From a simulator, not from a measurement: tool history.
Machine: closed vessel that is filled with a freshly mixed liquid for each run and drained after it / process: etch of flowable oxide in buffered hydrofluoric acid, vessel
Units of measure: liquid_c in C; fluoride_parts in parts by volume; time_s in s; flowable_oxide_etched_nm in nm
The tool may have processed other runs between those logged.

run,day,liquid_c,fluoride_parts,time_s,flowable_oxide_etched_nm
1,0.000,20.0,13.5,85,145.20
2,0.096,21.5,12.5,85,170.21
3,0.188,21.5,14.5,85,147.42
4,0.512,21.5,12.5,85,170.94
5,0.729,21.5,12.5,85,172.44
6,0.846,23.0,12.0,85,193.52
7,1.125,24.0,11.5,85,212.16

Expected results for the next run?
8,1.300,25.0,11.0,85,?

Logged for run 8: flowable_oxide_etched_nm 232.31 nm.

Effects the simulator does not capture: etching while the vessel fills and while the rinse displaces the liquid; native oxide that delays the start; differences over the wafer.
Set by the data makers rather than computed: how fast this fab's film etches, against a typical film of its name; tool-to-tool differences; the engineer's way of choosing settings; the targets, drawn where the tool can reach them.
